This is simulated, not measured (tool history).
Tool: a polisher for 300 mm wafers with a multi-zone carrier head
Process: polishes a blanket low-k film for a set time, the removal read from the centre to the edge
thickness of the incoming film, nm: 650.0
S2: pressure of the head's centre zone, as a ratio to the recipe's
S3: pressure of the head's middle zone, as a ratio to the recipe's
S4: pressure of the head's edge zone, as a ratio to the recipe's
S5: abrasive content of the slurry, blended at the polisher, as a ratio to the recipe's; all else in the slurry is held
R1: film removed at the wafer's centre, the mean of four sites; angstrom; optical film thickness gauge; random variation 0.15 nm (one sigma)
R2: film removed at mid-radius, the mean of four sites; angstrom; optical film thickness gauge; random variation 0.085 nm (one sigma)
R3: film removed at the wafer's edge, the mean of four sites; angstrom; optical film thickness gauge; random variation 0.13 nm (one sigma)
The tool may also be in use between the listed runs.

Run 1, hour 0.0: flow of slurry (ml/min) 240, S2 1.00, S3 1.00, S4 1.00, S5 1.00, polishing time (s) 46. Result: R1 159.54 angstrom, R2 159.69 angstrom, R3 162.61 angstrom.
Run 2, hour 3.3: flow of slurry (ml/min) 240, S2 1.00, S3 1.00, S4 1.00, S5 0.80, polishing time (s) 46. Result: R1 144.35 angstrom, R2 145.04 angstrom, R3 146.98 angstrom.
Run 3, hour 5.7: flow of slurry (ml/min) 215, S2 1.00, S3 1.00, S4 1.00, S5 0.80, polishing time (s) 46. Result: R1 143.20 angstrom, R2 142.04 angstrom, R3 149.53 angstrom.
Run 4, hour 7.1: flow of slurry (ml/min) 215, S2 1.00, S3 1.00, S4 1.00, S5 0.70, polishing time (s) 46. Result: R1 137.67 angstrom, R2 136.31 angstrom, R3 142.25 angstrom.
Run 5, hour 11.9: flow of slurry (ml/min) 235, S2 0.96, S3 1.01, S4 0.96, S5 0.65, polishing time (s) 46. Result: R1 131.68 angstrom, R2 134.84 angstrom, R3 137.23 angstrom.
Run 6, hour 18.4: flow of slurry (ml/min) 250, S2 0.93, S3 1.04, S4 0.94, S5 0.60, polishing time (s) 45. Result: R1 118.55 angstrom, R2 129.03 angstrom, R3 129.56 angstrom.
Run 7, hour 26.2: flow of slurry (ml/min) 260, S2 0.92, S3 1.08, S4 0.91, S5 0.55, polishing time (s) 45. Result: R1 115.66 angstrom, R2 130.49 angstrom, R3 125.75 angstrom.
Run 8, hour 34.8: flow of slurry (ml/min) 260, S2 0.91, S3 1.10, S4 0.89, S5 0.55, polishing time (s) 45. Result: R1 109.70 angstrom, R2 134.48 angstrom, R3 122.76 angstrom.
Run 9, hour 37.0: flow of slurry (ml/min) 255, S2 0.91, S3 1.10, S4 0.87, S5 0.55, polishing time (s) 45. Result: R1 112.00 angstrom, R2 133.81 angstrom, R3 120.48 angstrom.

Forecast run 10:
Run 10, hour 45.6: flow of slurry (ml/min) 250, S2 0.90, S3 1.10, S4 0.86, S5 0.55, polishing time (s) 45. Result: R1 ?, R2 ?, R3 ?.

Run 10 gave R1 113.35 angstrom, R2 133.80 angstrom, R3 119.83 angstrom.
